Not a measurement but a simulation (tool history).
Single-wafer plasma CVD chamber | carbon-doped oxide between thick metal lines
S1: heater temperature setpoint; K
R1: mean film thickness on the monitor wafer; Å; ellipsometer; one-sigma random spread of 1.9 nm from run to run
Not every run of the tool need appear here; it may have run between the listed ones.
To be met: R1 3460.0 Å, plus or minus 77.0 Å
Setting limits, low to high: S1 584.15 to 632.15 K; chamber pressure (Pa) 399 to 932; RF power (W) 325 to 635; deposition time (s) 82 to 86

{"run": 1, "hour": 0.0, "S1": 608.15, "chamber pressure (Pa)": 665, "RF power (W)": 480, "deposition time (s)": 86, "R1": 4551.1}
{"run": 2, "hour": 5.2, "S1": 616.15, "chamber pressure (Pa)": 665, "RF power (W)": 480, "deposition time (s)": 86, "R1": 4419.2}
{"run": 3, "hour": 12.9, "S1": 616.15, "chamber pressure (Pa)": 665, "RF power (W)": 445, "deposition time (s)": 86, "R1": 4179.1}
{"run": 4, "hour": 13.9, "S1": 626.15, "chamber pressure (Pa)": 665, "RF power (W)": 445, "deposition time (s)": 86, "R1": 4090.0}
{"run": 5, "hour": 22.4, "S1": 617.15, "chamber pressure (Pa)": 665, "RF power (W)": 445, "deposition time (s)": 86, "R1": 4176.8}
{"run": 6, "hour": 30.4, "S1": 617.15, "chamber pressure (Pa)": 653, "RF power (W)": 435, "deposition time (s)": 86, "R1": 4067.1}
{"run": 7, "hour": 33.8, "S1": 617.15, "chamber pressure (Pa)": 633, "RF power (W)": 430, "deposition time (s)": 86, "R1": 4025.3}
{"run": 8, "hour": 34.4, "S1": 617.15, "chamber pressure (Pa)": 633, "RF power (W)": 430, "deposition time (s)": 86, "R1": 4014.0}
{"run": 9, "hour": 35.9, "S1": 617.15, "chamber pressure (Pa)": 613, "RF power (W)": 425, "deposition time (s)": 86, "R1": 3925.6}
{"run": 10, "hour": 37.6, "S1": 617.15, "chamber pressure (Pa)": 595, "RF power (W)": 425, "deposition time (s)": 86, "R1": 3936.0}
{"run": 11, "hour": 45.4, "S1": 617.15, "chamber pressure (Pa)": 579, "RF power (W)": 420, "deposition time (s)": 86, "R1": 3905.5}
{"run": 12, "hour": 46.4, "S1": 617.15, "chamber pressure (Pa)": 568, "RF power (W)": 415, "deposition time (s)": 86, "R1": 3859.3}
{"run": 13, "hour": 54.6, "S1": 617.15, "chamber pressure (Pa)": 556, "RF power (W)": 410, "deposition time (s)": 86, "R1": 3838.7}
{"run": 14, "hour": 61.6, "S1": 617.15, "chamber pressure (Pa)": 549, "RF power (W)": 405, "deposition time (s)": 86, "R1": 3726.5}
{"run": 15, "hour": 69.4, "S1": 617.15, "chamber pressure (Pa)": 537, "RF power (W)": 405, "deposition time (s)": 86, "R1": 3766.9}
{"run": 16, "hour": 75.4, "S1": 623.15, "chamber pressure (Pa)": 496, "RF power (W)": 350, "deposition time (s)": 85, "R1": 3119.7}
{"run": 17, "hour": 83.5, "S1": 622.15, "chamber pressure (Pa)": 504, "RF power (W)": 350, "deposition time (s)": 85, "R1": 3169.9}

Consider the 4 candidate settings below. Which is the only one whose results all fall within their allowed miss of target?
{"run": "A", "hour": 91.6, "S1": 622.15, "chamber pressure (Pa)": 537, "RF power (W)": 395, "deposition time (s)": 86, "R1": "?"}
{"run": "B", "hour": 91.6, "S1": 627.15, "chamber pressure (Pa)": 493, "RF power (W)": 405, "deposition time (s)": 86, "R1": "?"}
{"run": "C", "hour": 91.6, "S1": 632.15, "chamber pressure (Pa)": 439, "RF power (W)": 330, "deposition time (s)": 82, "R1": "?"}
{"run": "D", "hour": 91.6, "S1": 626.15, "chamber pressure (Pa)": 435, "RF power (W)": 390, "deposition time (s)": 86, "R1": "?"}

move=A R1=3611.7
move=B R1=3602.7
move=C R1=2767.7
move=D R1=3446.7
A: the result that was furthest off in the last run now lies on the other side of its target
B: the result that was furthest off in the last run now lies on the other side of its target
C: misses by more than the last run did
D: in spec on every target
D meets every target.

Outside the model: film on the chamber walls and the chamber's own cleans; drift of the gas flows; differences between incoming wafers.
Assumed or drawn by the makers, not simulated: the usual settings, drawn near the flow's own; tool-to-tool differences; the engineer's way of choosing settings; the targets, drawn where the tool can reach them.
